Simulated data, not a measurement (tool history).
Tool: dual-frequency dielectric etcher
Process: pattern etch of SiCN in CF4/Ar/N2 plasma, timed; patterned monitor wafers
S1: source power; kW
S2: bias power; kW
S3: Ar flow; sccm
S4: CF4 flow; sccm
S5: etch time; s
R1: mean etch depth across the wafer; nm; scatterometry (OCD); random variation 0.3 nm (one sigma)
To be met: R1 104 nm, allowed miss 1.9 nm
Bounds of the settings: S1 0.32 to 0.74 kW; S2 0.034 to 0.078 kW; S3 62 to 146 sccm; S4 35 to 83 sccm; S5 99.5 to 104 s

run	hour	S1	S2	S3	S4	S5	R1
1	0	0.53	0.056	104	59	99.5	86.956
2	2	0.53	0.06	104	59	99.5	88.728
3	9.5	0.54	0.06	104	59	99.5	90.481
4	17.4	0.55	0.06	104	59	99.5	92.185
5	23.2	0.55	0.06	104	69	99.5	95.146
6	31.1	0.56	0.06	104	69	99.5	97.091
7	39.8	0.56	0.06	104	69	99.5	96.539
8	45.5	0.57	0.06	104	69	99.5	98.226
9	47.1	0.58	0.06	104	69	99.5	100.32

5 next moves are on the table. One of them brings every result within its allowed miss. Which?
A	48.7	0.55	0.061	101	73	101.5	?
B	48.7	0.57	0.059	105	63	102.5	?
C	48.7	0.54	0.068	100	69	100	?
D	48.7	0.58	0.061	102	70	101	?
E	48.7	0.55	0.065	96	72	99.5	?

move	R1
A	99.072
B	99.011
C	98.674
D	103.25
E	99.984
A: further off than the last run
B: further off than the last run
C: further off than the last run
D: meets every target
E: further off than the last run
Move D is the one to make.
